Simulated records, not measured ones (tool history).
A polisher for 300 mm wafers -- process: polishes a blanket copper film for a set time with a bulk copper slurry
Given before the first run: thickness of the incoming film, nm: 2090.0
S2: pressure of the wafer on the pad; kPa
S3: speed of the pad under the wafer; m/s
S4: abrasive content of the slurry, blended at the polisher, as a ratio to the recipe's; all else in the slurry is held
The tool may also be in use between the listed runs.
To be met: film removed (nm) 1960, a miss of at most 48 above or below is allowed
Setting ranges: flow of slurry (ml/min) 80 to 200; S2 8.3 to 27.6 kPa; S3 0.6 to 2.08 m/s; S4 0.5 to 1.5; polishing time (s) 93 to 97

run 1 day=0 | flow_of_slurry_(ml/min)=130 S2=17.9 S3=1.34 S4=1 polishing_time_(s)=93 | film_removed_(nm)=1216.3
run 2 day=0.233 | flow_of_slurry_(ml/min)=140 S2=20 S3=1.34 S4=1 polishing_time_(s)=93 | film_removed_(nm)=1374.8
run 3 day=0.296 | flow_of_slurry_(ml/min)=150 S2=21.4 S3=1.34 S4=1 polishing_time_(s)=93 | film_removed_(nm)=1473.2
run 4 day=0.388 | flow_of_slurry_(ml/min)=150 S2=20 S3=1.34 S4=1 polishing_time_(s)=93 | film_removed_(nm)=1395.7
run 5 day=0.492 | flow_of_slurry_(ml/min)=160 S2=21.4 S3=1.34 S4=1 polishing_time_(s)=93 | film_removed_(nm)=1484.8
run 6 day=0.7 | flow_of_slurry_(ml/min)=190 S2=21.4 S3=1.34 S4=1 polishing_time_(s)=93 | film_removed_(nm)=1535.3
run 7 day=1.021 | flow_of_slurry_(ml/min)=190 S2=22.8 S3=1.34 S4=1 polishing_time_(s)=93 | film_removed_(nm)=1634.7
run 8 day=1.292 | flow_of_slurry_(ml/min)=190 S2=23.4 S3=1.34 S4=1 polishing_time_(s)=93 | film_removed_(nm)=1700.2
run 9 day=1.338 | flow_of_slurry_(ml/min)=190 S2=24.1 S3=1.34 S4=1 polishing_time_(s)=93 | film_removed_(nm)=1742
run 10 day=1.712 | flow_of_slurry_(ml/min)=190 S2=24.8 S3=1.34 S4=1 polishing_time_(s)=93 | film_removed_(nm)=1774.5

Which single option among these 4 for the next run brings every result within its allowed miss of target? Just one does.
run A day=2.088 | flow_of_slurry_(ml/min)=200 S2=27.6 S3=1.36 S4=1 polishing_time_(s)=95 | film_removed_(nm)=?
run B day=2.088 | flow_of_slurry_(ml/min)=200 S2=26.9 S3=1.46 S4=0.95 polishing_time_(s)=94 | film_removed_(nm)=?
run C day=2.088 | flow_of_slurry_(ml/min)=185 S2=25.5 S3=1.62 S4=0.85 polishing_time_(s)=93 | film_removed_(nm)=?
run D day=2.088 | flow_of_slurry_(ml/min)=190 S2=26.2 S3=1.36 S4=0.95 polishing_time_(s)=97 | film_removed_(nm)=?

move=A film_removed_(nm)=2045.5
move=B film_removed_(nm)=2085.4
move=C film_removed_(nm)=2078.7
move=D film_removed_(nm)=1944.6
A: carries the result that was furthest off beyond its target, to the other side
B: carries the result that was furthest off beyond its target, to the other side
C: carries the result that was furthest off beyond its target, to the other side
D: hits every target within its allowed miss
The right move is D.

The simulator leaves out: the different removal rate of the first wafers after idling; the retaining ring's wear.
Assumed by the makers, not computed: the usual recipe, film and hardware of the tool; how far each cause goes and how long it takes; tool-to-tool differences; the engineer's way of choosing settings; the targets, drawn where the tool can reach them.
